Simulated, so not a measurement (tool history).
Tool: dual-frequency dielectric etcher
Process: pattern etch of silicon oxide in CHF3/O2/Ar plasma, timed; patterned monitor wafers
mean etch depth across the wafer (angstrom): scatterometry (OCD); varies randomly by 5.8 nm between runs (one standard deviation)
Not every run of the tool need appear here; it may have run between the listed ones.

| run | day | source power (kW) | bias power (kW) | etch time (s) | mean etch depth across the wafer (angstrom) |
|---|---|---|---|---|---|
| 1 | 0 | 0.79 | 0.12 | 715.5 | 15431 |
| 2 | 0.238 | 0.79 | 0.132 | 715.5 | 15885 |
| 3 | 0.408 | 0.91 | 0.132 | 715.5 | 16940 |
| 4 | 0.612 | 0.91 | 0.12 | 715.5 | 16408 |
| 5 | 0.904 | 0.8 | 0.118 | 715.5 | 15391 |
| 6 | 1.217 | 0.8 | 0.131 | 715.5 | 15898 |

What does the tool deliver on the next run?
| 7 | 1.483 | 0.71 | 0.129 | 715.5 | ? |

{"run 7": {"mean etch depth across the wafer (angstrom)": 14881}}
